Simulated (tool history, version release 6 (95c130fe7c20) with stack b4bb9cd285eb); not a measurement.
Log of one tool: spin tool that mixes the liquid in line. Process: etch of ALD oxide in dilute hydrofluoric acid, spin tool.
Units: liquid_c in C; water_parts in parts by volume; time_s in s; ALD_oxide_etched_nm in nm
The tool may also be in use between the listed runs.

{"run": 1, "hour": 0.0, "liquid_c": 25, "water_parts": 145, "time_s": 80, "ALD_oxide_etched_nm": 6.4491}
{"run": 2, "hour": 3.3, "liquid_c": 27.5, "water_parts": 145, "time_s": 80, "ALD_oxide_etched_nm": 7.1112}
{"run": 3, "hour": 11.0, "liquid_c": 27.5, "water_parts": 145, "time_s": 60, "ALD_oxide_etched_nm": 5.3119}
{"run": 4, "hour": 13.1, "liquid_c": 27.5, "water_parts": 145, "time_s": 80, "ALD_oxide_etched_nm": 7.0081}
{"run": 5, "hour": 20.8, "liquid_c": 24, "water_parts": 145, "time_s": 80, "ALD_oxide_etched_nm": 6.2993}
{"run": 6, "hour": 24.4, "liquid_c": 25.5, "water_parts": 140, "time_s": 80, "ALD_oxide_etched_nm": 6.8731}
{"run": 7, "hour": 28.2, "liquid_c": 25.5, "water_parts": 140, "time_s": 80, "ALD_oxide_etched_nm": 6.807}
{"hour": 28.9, "done": "hydrofluoric acid flow meter replaced"}
{"run": 8, "hour": 28.9, "liquid_c": 27, "water_parts": 135, "time_s": 80, "ALD_oxide_etched_nm": 8.2514}

The next listed run, before its measurement:
{"run": 9, "hour": 34.9, "liquid_c": 27, "water_parts": 135, "time_s": 80, "ALD_oxide_etched_nm": "?"}

ALD_oxide_etched_nm: 8.1545 nm
